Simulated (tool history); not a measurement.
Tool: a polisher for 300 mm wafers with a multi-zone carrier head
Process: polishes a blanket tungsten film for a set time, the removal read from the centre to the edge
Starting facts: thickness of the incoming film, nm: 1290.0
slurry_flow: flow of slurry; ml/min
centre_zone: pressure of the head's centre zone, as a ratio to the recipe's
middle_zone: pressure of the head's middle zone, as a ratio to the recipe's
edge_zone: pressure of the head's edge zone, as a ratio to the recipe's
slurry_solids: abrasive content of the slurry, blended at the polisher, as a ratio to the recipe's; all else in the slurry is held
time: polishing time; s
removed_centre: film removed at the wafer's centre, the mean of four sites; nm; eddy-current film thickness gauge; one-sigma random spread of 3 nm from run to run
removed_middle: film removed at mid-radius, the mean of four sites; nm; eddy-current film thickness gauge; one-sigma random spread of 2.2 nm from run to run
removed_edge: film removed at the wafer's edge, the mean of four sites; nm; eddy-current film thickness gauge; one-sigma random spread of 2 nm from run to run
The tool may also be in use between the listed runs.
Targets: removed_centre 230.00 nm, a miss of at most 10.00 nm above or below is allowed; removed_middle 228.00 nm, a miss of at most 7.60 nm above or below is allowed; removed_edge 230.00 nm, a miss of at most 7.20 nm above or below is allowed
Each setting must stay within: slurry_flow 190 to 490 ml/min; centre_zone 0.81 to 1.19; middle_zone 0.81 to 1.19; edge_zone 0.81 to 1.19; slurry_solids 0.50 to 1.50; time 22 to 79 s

| run | hour | slurry_flow | centre_zone | middle_zone | edge_zone | slurry_solids | time | removed_centre | removed_middle | removed_edge |
|---|---|---|---|---|---|---|---|---|---|---|
| 1 | 0.0 | 315 | 1.00 | 1.00 | 1.00 | 1.00 | 50 | 254.68 | 252.85 | 253.83 |
| 2 | 5.0 | 310 | 0.99 | 0.98 | 0.98 | 0.95 | 50 | 246.74 | 248.79 | 242.53 |
| 3 | 7.9 | 310 | 0.99 | 1.05 | 0.98 | 0.95 | 50 | 251.19 | 259.13 | 249.36 |
| 4 | 11.1 | 310 | 0.99 | 1.05 | 0.98 | 0.95 | 39 | 190.72 | 201.53 | 190.25 |
| 5 | 17.4 | 310 | 0.99 | 1.05 | 0.92 | 0.95 | 39 | 194.98 | 204.60 | 185.07 |
| 6 | 20.2 | 310 | 1.06 | 1.05 | 0.92 | 0.95 | 39 | 205.45 | 203.48 | 187.38 |
| 7 | 26.0 | 315 | 1.08 | 1.08 | 0.97 | 1.00 | 39 | 214.67 | 212.79 | 192.88 |
| 8 | 32.0 | 315 | 1.07 | 1.07 | 1.02 | 1.05 | 39 | 214.51 | 212.69 | 204.00 |
| 9 | 37.0 | 320 | 1.08 | 1.08 | 1.05 | 1.10 | 39 | 217.42 | 217.24 | 207.67 |
| 10 | 40.0 | 325 | 1.09 | 1.08 | 1.08 | 1.15 | 39 | 233.58 | 223.83 | 212.94 |
| 11 | 41.9 | 320 | 1.07 | 1.08 | 1.10 | 1.15 | 39 | 227.21 | 224.86 | 217.46 |
| 12 | 47.1 | 320 | 1.07 | 1.08 | 1.12 | 1.15 | 39 | 219.11 | 222.95 | 214.30 |
| 13 | 55.9 | 325 | 1.07 | 1.07 | 1.14 | 1.20 | 39 | 223.74 | 223.12 | 222.27 |

Below are 4 possible settings for the next run. Only one of them brings all results inside the allowed miss of their targets. Which is it?
| A | 64.7 | 340 | 1.06 | 1.06 | 1.16 | 1.20 | 37 | ? | ? | ? |
| B | 64.7 | 335 | 0.96 | 1.11 | 1.15 | 1.15 | 40 | ? | ? | ? |
| C | 64.7 | 300 | 1.06 | 1.07 | 1.16 | 1.10 | 41 | ? | ? | ? |
| D | 64.7 | 330 | 0.96 | 1.00 | 1.16 | 1.15 | 41 | ? | ? | ? |

| move | removed_centre | removed_middle | removed_edge |
|---|---|---|---|
| A | 210.96 | 209.08 | 212.83 |
| B | 203.63 | 231.76 | 225.63 |
| C | 224.24 | 224.31 | 227.15 |
| D | 208.23 | 217.05 | 232.35 |
A: misses by more than the last run did
B: corrects the largest miss of the last run, while another result sits out of spec
C: all results in spec
D: corrects the largest miss of the last run, while another result sits out of spec
C is the move that brings every result within its allowed miss.

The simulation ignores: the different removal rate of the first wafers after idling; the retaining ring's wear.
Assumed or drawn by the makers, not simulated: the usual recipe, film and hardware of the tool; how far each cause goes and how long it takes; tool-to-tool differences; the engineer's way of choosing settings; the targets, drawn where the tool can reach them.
